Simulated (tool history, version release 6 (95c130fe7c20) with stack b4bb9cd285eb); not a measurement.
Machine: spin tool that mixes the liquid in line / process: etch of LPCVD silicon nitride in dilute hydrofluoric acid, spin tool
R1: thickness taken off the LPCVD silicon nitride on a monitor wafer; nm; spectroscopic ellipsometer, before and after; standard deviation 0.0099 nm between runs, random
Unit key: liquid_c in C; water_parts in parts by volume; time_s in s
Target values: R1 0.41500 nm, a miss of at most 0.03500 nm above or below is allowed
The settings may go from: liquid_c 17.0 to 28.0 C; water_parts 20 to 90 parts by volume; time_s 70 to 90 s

run 1 day=0.000 | liquid_c=20.0 water_parts=50 time_s=90 | R1=0.62691
run 2 day=0.308 | liquid_c=23.0 water_parts=50 time_s=90 | R1=0.74858
run 3 day=0.429 | liquid_c=23.0 water_parts=35 time_s=90 | R1=1.11040
run 4 day=0.454 | liquid_c=23.0 water_parts=50 time_s=90 | R1=0.77869
run 5 day=0.654 | liquid_c=22.5 water_parts=50 time_s=90 | R1=0.75347
run 6 day=0.771 | liquid_c=20.0 water_parts=50 time_s=90 | R1=0.62852
run 7 day=0.979 | liquid_c=19.5 water_parts=50 time_s=90 | R1=0.61249
run 8 day=1.033 | liquid_c=17.0 water_parts=65 time_s=85 | R1=0.35940

4 next moves are on the table. One of them brings every result within its allowed miss. Which?
run A day=1.088 | liquid_c=17.5 water_parts=65 time_s=90 | R1=?
run B day=1.088 | liquid_c=17.0 water_parts=65 time_s=75 | R1=?
run C day=1.088 | liquid_c=17.5 water_parts=80 time_s=85 | R1=?
run D day=1.088 | liquid_c=17.0 water_parts=75 time_s=80 | R1=?

move=A R1=0.42131
move=B R1=0.33893
move=C R1=0.32527
move=D R1=0.31468
A: in spec on every target
B: the biggest miss grows against the last run
C: the biggest miss grows against the last run
D: the biggest miss grows against the last run
Correct choice: A, which meets every target
